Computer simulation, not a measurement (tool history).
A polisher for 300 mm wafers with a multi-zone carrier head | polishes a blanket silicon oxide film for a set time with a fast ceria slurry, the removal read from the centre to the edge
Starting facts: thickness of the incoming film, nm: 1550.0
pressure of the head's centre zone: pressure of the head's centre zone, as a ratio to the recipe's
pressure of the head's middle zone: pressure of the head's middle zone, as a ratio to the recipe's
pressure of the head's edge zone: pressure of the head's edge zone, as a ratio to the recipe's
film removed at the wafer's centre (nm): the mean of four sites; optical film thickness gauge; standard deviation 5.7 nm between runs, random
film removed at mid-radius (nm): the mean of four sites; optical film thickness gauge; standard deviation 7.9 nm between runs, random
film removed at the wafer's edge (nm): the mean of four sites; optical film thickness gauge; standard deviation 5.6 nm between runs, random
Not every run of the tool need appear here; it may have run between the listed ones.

| run | hour | flow of slurry (ml/min) | pressure of the head's centre zone | pressure of the head's middle zone | pressure of the head's edge zone | polishing time (s) | film removed at the wafer's centre (nm) | film removed at mid-radius (nm) | film removed at the wafer's edge (nm) |
|---|---|---|---|---|---|---|---|---|---|
| 1 | 0.0 | 300 | 1.00 | 1.00 | 1.00 | 28 | 606.95 | 607.95 | 593.53 |
| 2 | 3.6 | 310 | 1.03 | 1.01 | 1.04 | 29 | 634.03 | 626.99 | 617.83 |
| 3 | 4.5 | 315 | 1.06 | 1.01 | 1.06 | 30 | 677.22 | 651.80 | 650.43 |
| 4 | 6.0 | 385 | 1.06 | 1.01 | 1.06 | 30 | 694.09 | 654.10 | 654.11 |
| 5 | 8.3 | 385 | 1.06 | 1.01 | 1.13 | 30 | 684.47 | 664.64 | 681.44 |
| 6 | 9.0 | 385 | 1.06 | 1.01 | 1.07 | 30 | 682.56 | 663.88 | 659.69 |
| 7 | 12.1 | 385 | 1.08 | 1.01 | 1.09 | 31 | 717.31 | 677.54 | 681.02 |
| 8 | 18.0 | 385 | 1.08 | 1.01 | 1.09 | 31 | 719.87 | 687.30 | 693.30 |
| 9 | 19.3 | 385 | 1.11 | 1.02 | 1.10 | 31 | 718.15 | 687.62 | 698.37 |
| 10 | 27.2 | 395 | 1.12 | 1.02 | 1.09 | 32 | 757.40 | 714.24 | 717.56 |
| 11 | 29.6 | 400 | 1.14 | 1.02 | 1.09 | 32 | 764.73 | 718.11 | 710.98 |

What does the tool deliver on the next run?
| 12 | 35.5 | 405 | 1.15 | 1.02 | 1.10 | 32 | ? | ? | ? |

Run 12 yielded film removed at the wafer's centre (nm) 777.49, film removed at mid-radius (nm) 715.60, film removed at the wafer's edge (nm) 704.61.
